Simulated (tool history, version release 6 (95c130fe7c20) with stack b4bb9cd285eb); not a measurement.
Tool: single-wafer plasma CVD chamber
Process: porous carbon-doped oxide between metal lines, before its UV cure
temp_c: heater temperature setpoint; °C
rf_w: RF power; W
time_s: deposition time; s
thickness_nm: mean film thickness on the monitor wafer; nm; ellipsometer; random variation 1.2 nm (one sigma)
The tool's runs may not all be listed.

{"run": 1, "hour": 0.0, "temp_c": 290, "rf_w": 580, "time_s": 29.3, "thickness_nm": 181.93}
{"run": 2, "hour": 8.5, "temp_c": 284, "rf_w": 590, "time_s": 29.3, "thickness_nm": 192.08}
{"run": 3, "hour": 9.7, "temp_c": 281, "rf_w": 595, "time_s": 29.3, "thickness_nm": 195.03}
{"run": 4, "hour": 10.6, "temp_c": 275, "rf_w": 595, "time_s": 29.3, "thickness_nm": 203.85}
{"run": 5, "hour": 14.1, "temp_c": 274, "rf_w": 595, "time_s": 29.3, "thickness_nm": 200.94}
{"run": 6, "hour": 15.2, "temp_c": 274, "rf_w": 595, "time_s": 27.9, "thickness_nm": 192.49}

Run 7 comes next. What will it give?
{"run": 7, "hour": 19.3, "temp_c": 272, "rf_w": 610, "time_s": 27.9, "thickness_nm": "?"}

thickness_nm: 198.78 nm
